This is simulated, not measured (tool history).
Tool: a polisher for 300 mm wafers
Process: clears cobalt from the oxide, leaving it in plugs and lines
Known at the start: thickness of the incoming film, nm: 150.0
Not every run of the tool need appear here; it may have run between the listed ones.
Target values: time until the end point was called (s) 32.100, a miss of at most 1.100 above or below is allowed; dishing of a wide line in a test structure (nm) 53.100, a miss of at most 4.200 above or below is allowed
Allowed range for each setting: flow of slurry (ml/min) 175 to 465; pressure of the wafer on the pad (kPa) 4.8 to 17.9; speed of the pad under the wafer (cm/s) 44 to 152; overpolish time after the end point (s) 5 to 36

| run | hour | flow of slurry (ml/min) | pressure of the wafer on the pad (kPa) | speed of the pad under the wafer (cm/s) | overpolish time after the end point (s) | time until the end point was called (s) | dishing of a wide line in a test structure (nm) |
|---|---|---|---|---|---|---|---|
| 1 | 0.0 | 295 | 11.0 | 98 | 18 | 38.084 | 53.641 |
| 2 | 7.6 | 325 | 11.0 | 98 | 18 | 37.089 | 53.655 |
| 3 | 8.2 | 330 | 11.0 | 98 | 18 | 37.878 | 52.395 |
| 4 | 14.7 | 330 | 9.7 | 98 | 18 | 42.562 | 46.904 |
| 5 | 21.3 | 330 | 9.7 | 76 | 18 | 54.218 | 39.019 |
| 6 | 22.4 | 330 | 10.3 | 76 | 18 | 51.357 | 42.970 |
| 7 | 29.9 | 330 | 11.0 | 76 | 17 | 48.297 | 42.083 |
| 8 | 37.9 | 330 | 11.0 | 76 | 17 | 48.546 | 40.698 |
| 9 | 46.1 | 330 | 11.7 | 76 | 17 | 44.285 | 43.749 |
| 10 | 50.9 | 330 | 12.4 | 76 | 17 | 43.050 | 45.252 |
| 11 | 57.2 | 330 | 13.1 | 76 | 17 | 40.861 | 44.432 |
| 12 | 64.8 | 330 | 16.5 | 78 | 20 | 31.479 | 63.025 |
| 13 | 73.3 | 330 | 16.5 | 78 | 18 | 31.805 | 57.815 |

Consider the 4 candidate settings below. Which is the only one whose results all fall within their allowed miss of target?
| A | 81.8 | 260 | 16.5 | 78 | 26 | ? | ? |
| B | 81.8 | 350 | 15.9 | 80 | 16 | ? | ? |
| C | 81.8 | 370 | 16.5 | 78 | 21 | ? | ? |
| D | 81.8 | 260 | 16.5 | 78 | 23 | ? | ? |

| move | time until the end point was called (s) | dishing of a wide line in a test structure (nm) |
|---|---|---|
| A | 32.455 | 70.156 |
| B | 32.143 | 53.149 |
| C | 31.458 | 63.648 |
| D | 32.455 | 65.799 |
A: its largest miss is bigger than the last run's
B: all results land within tolerance of their targets
C: its largest miss is bigger than the last run's
D: its largest miss is bigger than the last run's
The move that meets every target is B.
